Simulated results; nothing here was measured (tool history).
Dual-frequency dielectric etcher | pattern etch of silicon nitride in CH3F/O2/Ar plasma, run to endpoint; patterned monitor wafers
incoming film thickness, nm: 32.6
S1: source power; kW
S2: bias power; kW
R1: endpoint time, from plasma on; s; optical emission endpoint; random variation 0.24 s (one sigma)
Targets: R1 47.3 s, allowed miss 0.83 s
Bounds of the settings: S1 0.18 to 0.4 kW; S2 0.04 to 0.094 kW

Run 1, hour 0: S1 0.29 kW, S2 0.067 kW. Result: R1 55.413 s.
Run 2, hour 4.2: S1 0.29 kW, S2 0.056 kW. Result: R1 59.523 s.
Run 3, hour 9.9: S1 0.3 kW, S2 0.058 kW. Result: R1 57.643 s.
Run 4, hour 16.6: S1 0.25 kW, S2 0.058 kW. Result: R1 62.081 s.
Run 5, hour 19.4: S1 0.27 kW, S2 0.06 kW. Result: R1 59.873 s.
Run 6, hour 20: S1 0.29 kW, S2 0.06 kW. Result: R1 57.583 s.
Run 7, hour 22.8: S1 0.35 kW, S2 0.066 kW. Result: R1 52.032 s.
Run 8, hour 26.5: S1 0.36 kW, S2 0.067 kW. Result: R1 50.828 s.
Run 9, hour 32.8: S1 0.36 kW, S2 0.068 kW. Result: R1 50.476 s.
Run 10, hour 35.3: S1 0.38 kW, S2 0.07 kW. Result: R1 48.809 s.
Run 11, hour 40: S1 0.39 kW, S2 0.071 kW. Result: R1 47.971 s.

Which of these 5 next moves meets every target?
Run A, hour 44.7: S1 0.39 kW, S2 0.069 kW. Result: R1 ?.
Run B, hour 44.7: S1 0.38 kW, S2 0.065 kW. Result: R1 ?.
Run C, hour 44.7: S1 0.4 kW, S2 0.065 kW. Result: R1 ?.
Run D, hour 44.7: S1 0.37 kW, S2 0.078 kW. Result: R1 ?.
Run E, hour 44.7: S1 0.4 kW, S2 0.064 kW. Result: R1 ?.

move      R1
   A      49
   B  50.729
   C  49.735
   D   47.51
   E  50.053
A: further off than the last run
B: further off than the last run
C: further off than the last run
D: meets every target
E: further off than the last run
Move D is the one to make.
